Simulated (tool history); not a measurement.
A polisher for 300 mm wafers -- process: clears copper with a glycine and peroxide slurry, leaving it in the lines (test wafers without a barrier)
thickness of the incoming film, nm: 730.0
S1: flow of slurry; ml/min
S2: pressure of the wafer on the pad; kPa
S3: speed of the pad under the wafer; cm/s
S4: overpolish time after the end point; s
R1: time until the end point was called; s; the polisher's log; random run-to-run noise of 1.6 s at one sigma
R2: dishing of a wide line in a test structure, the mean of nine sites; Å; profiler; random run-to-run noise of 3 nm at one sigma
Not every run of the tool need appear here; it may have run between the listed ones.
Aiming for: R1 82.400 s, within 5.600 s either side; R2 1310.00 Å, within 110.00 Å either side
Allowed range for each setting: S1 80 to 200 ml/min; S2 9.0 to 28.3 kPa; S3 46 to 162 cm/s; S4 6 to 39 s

run	hour	S1	S2	S3	S4	R1	R2
1	0.0	130	18.6	104	20	117.210	774.02
2	6.4	130	20.7	104	20	106.670	832.86
3	12.3	130	20.7	92	20	118.800	827.55
4	21.1	130	20.7	80	20	130.560	733.40
5	22.5	130	22.8	84	21	118.430	808.83
6	26.0	130	24.1	84	21	114.790	872.07
7	27.7	130	25.5	92	22	99.916	954.06
8	35.4	130	26.2	94	24	94.766	1050.50
9	44.1	130	26.2	94	24	95.466	1052.00
10	49.0	130	26.9	96	25	90.364	1092.60
11	57.3	130	27.6	96	26	90.071	1198.10

Consider the 4 candidate settings below. Which is the only one whose results all fall within their allowed miss of target?
A	65.6	140	26.9	106	32	?	?
B	65.6	110	24.8	124	21	?	?
C	65.6	125	26.2	92	28	?	?
D	65.6	135	25.5	96	37	?	?

move	R1	R2
A	79.169	1343.70
B	78.493	1049.50
C	93.979	1141.10
D	91.036	1350.10
A: meets every target
B: meets the target for the result that was furthest off, but another lies outside its allowed miss
C: lands further from the targets than the last run did
D: lands further from the targets than the last run did
Go with A: it meets all targets.

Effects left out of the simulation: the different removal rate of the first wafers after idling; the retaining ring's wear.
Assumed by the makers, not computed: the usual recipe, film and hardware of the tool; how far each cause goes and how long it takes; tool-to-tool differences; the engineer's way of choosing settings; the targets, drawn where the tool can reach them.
